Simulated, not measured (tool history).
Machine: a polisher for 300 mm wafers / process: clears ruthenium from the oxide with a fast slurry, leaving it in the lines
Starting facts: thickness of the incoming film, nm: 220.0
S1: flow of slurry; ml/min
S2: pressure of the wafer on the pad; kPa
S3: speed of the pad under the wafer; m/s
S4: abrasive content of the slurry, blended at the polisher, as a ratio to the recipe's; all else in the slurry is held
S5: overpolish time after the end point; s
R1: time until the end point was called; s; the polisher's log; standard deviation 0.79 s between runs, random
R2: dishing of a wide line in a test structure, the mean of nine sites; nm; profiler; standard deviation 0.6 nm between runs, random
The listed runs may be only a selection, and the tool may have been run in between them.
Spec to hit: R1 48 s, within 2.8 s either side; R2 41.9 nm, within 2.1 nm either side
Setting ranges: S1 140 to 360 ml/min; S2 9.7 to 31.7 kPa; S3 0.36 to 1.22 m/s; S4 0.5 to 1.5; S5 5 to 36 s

Run 1, hour 0: S1 230 ml/min, S2 20.7 kPa, S3 0.78 m/s, S4 1, S5 18 s. Result: R1 61.004 s, R2 35.219 nm.
Run 2, hour 8: S1 230 ml/min, S2 17.2 kPa, S3 0.78 m/s, S4 1, S5 18 s. Result: R1 74.046 s, R2 31.429 nm.
Run 3, hour 12.3: S1 230 ml/min, S2 18.6 kPa, S3 0.78 m/s, S4 1, S5 18 s. Result: R1 65.58 s, R2 33.459 nm.
Run 4, hour 15.6: S1 230 ml/min, S2 18.6 kPa, S3 0.78 m/s, S4 1, S5 23 s. Result: R1 67.014 s, R2 36.873 nm.
Run 5, hour 19.2: S1 200 ml/min, S2 18.6 kPa, S3 0.78 m/s, S4 1, S5 23 s. Result: R1 67.683 s, R2 36.704 nm.
Run 6, hour 23.3: S1 200 ml/min, S2 20 kPa, S3 0.78 m/s, S4 1, S5 22 s. Result: R1 63.058 s, R2 36.274 nm.
Run 7, hour 24.4: S1 205 ml/min, S2 21.4 kPa, S3 0.78 m/s, S4 1, S5 22 s. Result: R1 58.397 s, R2 36.987 nm.
Run 8, hour 31.3: S1 210 ml/min, S2 22.1 kPa, S3 0.78 m/s, S4 1, S5 23 s. Result: R1 57.555 s, R2 38.495 nm.

Below are 4 possible settings for the next run. Only one of them brings all results inside the allowed miss of their targets. Which is it?
Run A, hour 38.2: S1 205 ml/min, S2 22.1 kPa, S3 0.9 m/s, S4 1.2, S5 24 s. Result: R1 ?, R2 ?.
Run B, hour 38.2: S1 180 ml/min, S2 22.1 kPa, S3 0.86 m/s, S4 0.95, S5 19 s. Result: R1 ?, R2 ?.
Run C, hour 38.2: S1 210 ml/min, S2 21.4 kPa, S3 0.82 m/s, S4 1.05, S5 20 s. Result: R1 ?, R2 ?.
Run D, hour 38.2: S1 260 ml/min, S2 22.1 kPa, S3 0.88 m/s, S4 0.9, S5 28 s. Result: R1 ?, R2 ?.

move      R1      R2
   A  47.831  42.497
   B  56.565  37.322
   C  55.931  38.251
   D  54.493  42.737
A: each result inside its tolerance
B: closes in on the targets versus the last run, not all within tolerance yet
C: closes in on the targets versus the last run, not all within tolerance yet
D: closes in on the targets versus the last run, not all within tolerance yet
Correct choice: A, which meets every target

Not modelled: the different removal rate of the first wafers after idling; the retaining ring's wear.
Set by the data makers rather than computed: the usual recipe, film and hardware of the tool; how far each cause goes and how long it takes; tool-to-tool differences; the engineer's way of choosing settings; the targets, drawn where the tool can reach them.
